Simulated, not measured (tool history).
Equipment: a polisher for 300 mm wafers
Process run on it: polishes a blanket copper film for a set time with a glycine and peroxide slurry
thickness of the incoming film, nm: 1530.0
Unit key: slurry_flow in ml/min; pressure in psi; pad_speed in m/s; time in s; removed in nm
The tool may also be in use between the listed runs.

| run | hour | slurry_flow | pressure | pad_speed | time | removed |
|---|---|---|---|---|---|---|
| 1 | 0.0 | 205 | 3.2 | 1.12 | 97 | 590.73 |
| 2 | 4.2 | 200 | 2.7 | 1.06 | 97 | 498.49 |
| 3 | 5.8 | 200 | 2.4 | 1.00 | 97 | 436.83 |
| 4 | 9.5 | 200 | 3.0 | 1.00 | 97 | 527.73 |
| 5 | 14.6 | 200 | 2.6 | 0.96 | 97 | 463.94 |
|  | 17.4 | slurry nozzle cleaned |
| 6 | 17.4 | 200 | 3.2 | 0.96 | 97 | 554.73 |
| 7 | 26.0 | 200 | 2.8 | 0.94 | 97 | 501.27 |
| 8 | 32.2 | 195 | 2.4 | 0.88 | 97 | 413.13 |
| 9 | 36.7 | 195 | 2.2 | 0.88 | 97 | 385.67 |
| 10 | 39.3 | 195 | 2.0 | 0.88 | 97 | 361.66 |
| 11 | 47.9 | 195 | 1.9 | 0.88 | 97 | 341.11 |

Predict the results of run 12:
| 12 | 50.7 | 190 | 1.5 | 0.88 | 97 | ? |

{"run 12": {"removed": 291.5}}
